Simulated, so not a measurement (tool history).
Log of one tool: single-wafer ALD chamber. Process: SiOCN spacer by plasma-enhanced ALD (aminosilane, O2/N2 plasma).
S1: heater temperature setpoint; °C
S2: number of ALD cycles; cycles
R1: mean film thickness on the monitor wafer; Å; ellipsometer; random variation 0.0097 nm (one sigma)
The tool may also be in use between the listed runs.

{"run": 1, "hour": 0.0, "S1": 415, "S2": 54, "R1": 30.157}
{"run": 2, "hour": 7.0, "S1": 415, "S2": 60, "R1": 33.584}
{"run": 3, "hour": 7.8, "S1": 415, "S2": 56, "R1": 31.222}
{"run": 4, "hour": 13.5, "S1": 415, "S2": 51, "R1": 28.319}
{"hour": 15.2, "done": "thermocouple changed; heater temperature recalibrated"}
{"run": 5, "hour": 15.2, "S1": 411, "S2": 55, "R1": 31.29}
{"run": 6, "hour": 17.0, "S1": 406, "S2": 57, "R1": 32.943}
{"run": 7, "hour": 23.0, "S1": 403, "S2": 59, "R1": 34.2}

Forecast run 8:
{"run": 8, "hour": 25.3, "S1": 401, "S2": 61, "R1": "?"}

R1: 35.823 Å
